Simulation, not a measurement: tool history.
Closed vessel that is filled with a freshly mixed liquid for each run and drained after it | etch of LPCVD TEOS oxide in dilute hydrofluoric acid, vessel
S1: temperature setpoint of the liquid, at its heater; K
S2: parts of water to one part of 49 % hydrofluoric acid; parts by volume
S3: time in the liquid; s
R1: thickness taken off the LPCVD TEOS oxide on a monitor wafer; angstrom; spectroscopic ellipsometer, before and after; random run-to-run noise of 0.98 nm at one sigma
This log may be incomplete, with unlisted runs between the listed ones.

run,day,S1,S2,S3,R1
1,0,297.15,75,95,761
2,0.038,297.15,75,95,755.82
3,0.267,297.15,75,100,796.1
4,0.604,299.15,65,100,1008.5
5,0.683,300.65,55,100,1287.5
6,1.054,300.65,45,100,1593.9

What does the tool deliver on the next run?
7,1.208,301.65,40,100,?

Run 7 produced R1 1883.6 angstrom.
